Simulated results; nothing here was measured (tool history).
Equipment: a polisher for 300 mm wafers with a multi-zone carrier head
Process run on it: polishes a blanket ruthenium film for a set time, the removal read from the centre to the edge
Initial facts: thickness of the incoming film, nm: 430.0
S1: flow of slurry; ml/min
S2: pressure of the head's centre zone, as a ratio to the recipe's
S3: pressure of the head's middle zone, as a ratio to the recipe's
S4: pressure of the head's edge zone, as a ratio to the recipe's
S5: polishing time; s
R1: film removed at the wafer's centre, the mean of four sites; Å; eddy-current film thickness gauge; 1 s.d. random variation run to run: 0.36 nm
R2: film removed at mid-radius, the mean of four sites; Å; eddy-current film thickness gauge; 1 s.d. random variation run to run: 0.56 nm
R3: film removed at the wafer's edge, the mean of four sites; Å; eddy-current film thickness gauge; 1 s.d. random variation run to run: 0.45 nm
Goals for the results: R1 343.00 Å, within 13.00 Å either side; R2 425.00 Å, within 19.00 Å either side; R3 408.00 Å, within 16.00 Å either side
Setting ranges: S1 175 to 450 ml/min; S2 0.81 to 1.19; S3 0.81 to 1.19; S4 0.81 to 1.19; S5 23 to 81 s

run	hour	S1	S2	S3	S4	S5	R1	R2	R3
1	0.0	290	1.00	1.00	1.00	52	641.77	638.71	620.53
2	9.0	290	1.00	0.95	1.00	52	652.70	621.79	622.71
3	17.3	335	1.00	0.95	1.00	52	650.86	609.48	623.93
4	21.7	330	0.96	0.97	1.00	47	555.38	576.13	568.97
5	29.2	330	0.94	0.96	0.99	44	513.60	539.44	523.73
6	36.5	330	0.94	1.00	0.99	44	505.59	550.79	530.19
7	44.4	330	0.92	0.99	0.99	41	470.00	517.27	487.79
8	48.6	335	0.90	0.99	1.01	39	433.34	484.60	473.76
9	57.4	335	0.88	0.99	1.01	38	413.95	471.37	457.13
10	58.1	335	0.87	0.99	1.01	37	393.04	448.68	448.57
11	63.9	330	0.86	0.99	1.00	37	396.05	456.99	446.54
12	65.6	330	0.85	1.00	1.00	36	378.09	449.79	424.88

5 next moves are on the table. One of them brings every result within its allowed miss. Which?
A	67.3	290	0.91	0.94	1.01	35	?	?	?
B	67.3	435	0.85	0.85	1.02	37	?	?	?
C	67.3	310	0.94	0.96	0.96	37	?	?	?
D	67.3	310	0.82	1.00	0.99	34	?	?	?
E	67.3	285	0.96	0.96	0.91	37	?	?	?

move	R1	R2	R3
A	389.42	410.38	417.02
B	395.92	410.38	453.02
C	427.76	443.70	431.76
D	342.58	422.22	402.41
E	433.91	440.91	419.09
A: moves away from the targets compared with the last run
B: moves away from the targets compared with the last run
C: moves away from the targets compared with the last run
D: each result inside its tolerance
E: moves away from the targets compared with the last run
Correct choice: D, which meets every target
